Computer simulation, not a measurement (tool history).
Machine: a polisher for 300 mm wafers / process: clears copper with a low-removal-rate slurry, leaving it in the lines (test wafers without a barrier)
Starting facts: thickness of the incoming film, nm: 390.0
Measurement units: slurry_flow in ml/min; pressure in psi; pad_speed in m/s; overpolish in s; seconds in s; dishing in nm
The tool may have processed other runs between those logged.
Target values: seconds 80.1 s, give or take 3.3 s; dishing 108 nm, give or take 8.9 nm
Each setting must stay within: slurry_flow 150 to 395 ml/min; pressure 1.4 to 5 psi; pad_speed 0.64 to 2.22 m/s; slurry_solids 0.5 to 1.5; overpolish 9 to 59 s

| run | hour | slurry_flow | pressure | pad_speed | slurry_solids | overpolish | seconds | dishing |
|---|---|---|---|---|---|---|---|---|
| 1 | 0 | 250 | 3.2 | 1.42 | 1 | 30 | 64.264 | 90.158 |
| 2 | 5.4 | 250 | 3.1 | 1.42 | 1 | 32 | 67.008 | 95.24 |
| 3 | 10.7 | 250 | 3 | 1.42 | 1 | 33 | 68.454 | 94.403 |
| 4 | 16.8 | 250 | 2.9 | 1.42 | 1 | 34 | 72.575 | 92.8 |
| 5 | 25.7 | 250 | 2.9 | 1.42 | 1 | 35 | 71.159 | 91.644 |
| 6 | 30.1 | 225 | 2.9 | 1.42 | 1 | 35 | 73.655 | 91.823 |
| 7 | 30.8 | 220 | 2.9 | 1.42 | 1 | 37 | 74.232 | 101.95 |
| 8 | 34.1 | 215 | 2.9 | 1.42 | 1 | 37 | 74.468 | 99.742 |
| 9 | 37.2 | 210 | 2.9 | 1.42 | 1 | 38 | 72.798 | 99.683 |
| 10 | 45.5 | 210 | 2.9 | 1.42 | 1 | 39 | 72.528 | 102.51 |
| 11 | 50.8 | 210 | 2.9 | 1.42 | 1 | 39 | 72.946 | 97.806 |

Of the 4 settings listed for the next run, only one would bring every result within its allowed miss of target. Which one?
| A | 56.1 | 200 | 3 | 1.64 | 1.1 | 25 | ? | ? |
| B | 56.1 | 185 | 2.7 | 1.28 | 1 | 50 | ? | ? |
| C | 56.1 | 170 | 2.8 | 1.4 | 0.95 | 32 | ? | ? |
| D | 56.1 | 190 | 2.6 | 1.52 | 0.9 | 49 | ? | ? |

| move | seconds | dishing |
|---|---|---|
| A | 61.39 | 85.714 |
| B | 88.667 | 102.41 |
| C | 80.213 | 83.76 |
| D | 78.543 | 107.06 |
A: its largest miss is bigger than the last run's
B: takes the biggest miss from the last run beyond its target
C: meets the target for the result that was furthest off, but another lies outside its allowed miss
D: hits every target within its allowed miss
The move that meets every target is D.

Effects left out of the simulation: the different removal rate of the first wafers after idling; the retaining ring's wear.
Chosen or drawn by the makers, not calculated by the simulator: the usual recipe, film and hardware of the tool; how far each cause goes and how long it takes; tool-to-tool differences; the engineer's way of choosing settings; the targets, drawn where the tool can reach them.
